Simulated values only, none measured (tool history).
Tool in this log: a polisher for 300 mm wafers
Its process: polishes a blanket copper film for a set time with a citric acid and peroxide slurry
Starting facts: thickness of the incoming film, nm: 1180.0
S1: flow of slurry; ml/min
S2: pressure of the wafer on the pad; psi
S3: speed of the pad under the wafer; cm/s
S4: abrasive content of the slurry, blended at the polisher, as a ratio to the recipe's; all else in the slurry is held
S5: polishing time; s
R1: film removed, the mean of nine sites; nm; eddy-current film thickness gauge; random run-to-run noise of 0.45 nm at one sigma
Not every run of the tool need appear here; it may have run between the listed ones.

run	hour	S1	S2	S3	S4	S5	R1
1	0.0	220	3.1	94	1.0	42	80.350
2	6.1	220	2.8	94	1.0	42	72.081
3	13.3	220	2.6	94	1.0	42	66.728
4	20.1	220	2.4	94	1.0	42	61.574
5	21.0	220	2.3	94	1.0	42	59.091
6	22.3	220	2.2	94	1.0	42	57.034
7	29.4	210	1.7	94	1.0	42	44.304
8	32.1	220	1.7	94	1.0	42	45.268

Expected results for the next run?
9	33.3	230	1.7	94	1.0	42	?

Run 9 yielded R1 44.887 nm.
